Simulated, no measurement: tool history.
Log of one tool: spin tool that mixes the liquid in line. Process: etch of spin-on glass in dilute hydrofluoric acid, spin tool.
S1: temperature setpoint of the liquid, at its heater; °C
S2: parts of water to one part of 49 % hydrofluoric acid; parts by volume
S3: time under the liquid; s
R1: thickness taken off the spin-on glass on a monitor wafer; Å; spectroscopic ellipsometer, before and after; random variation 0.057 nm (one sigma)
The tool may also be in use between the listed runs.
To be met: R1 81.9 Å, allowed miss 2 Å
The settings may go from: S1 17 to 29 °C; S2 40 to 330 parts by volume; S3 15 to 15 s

run	hour	S1	S2	S3	R1
1	0	21	185	15	32.069
2	5.7	21	240	15	23.085
3	12.2	22.5	215	15	27.762
4	13.5	23.5	190	15	34.355
5	16.8	23.5	190	15	34.25
6	25	24.5	170	15	40.027
7	32.7	25	155	15	45.683
8	35	25.5	145	15	50.355
9	42.5	26	135	15	55.592
10	49.8	26	135	15	55.845
11	53.6	26.5	130	15	60.213
12	61.2	27	125	15	63.81
13	65.5	27.5	120	15	68.647
14	68.3	28.5	110	15	78.218
15	71.2	29	110	15	79.828
16	78.6	29	105	15	84.5

Which of these 5 next moves meets every target?
A	86	27	105	15	?
B	86	28.5	105	15	?
C	86	28	110	15	?
D	86	28.5	110	15	?
E	86	29	115	15	?

move	R1
A	77.105
B	81.643
C	75.959
D	77.408
E	74.939
A: takes the result that was furthest off past its target
B: meets every target
C: takes the result that was furthest off past its target
D: takes the result that was furthest off past its target
E: takes the result that was furthest off past its target
The right move is B.
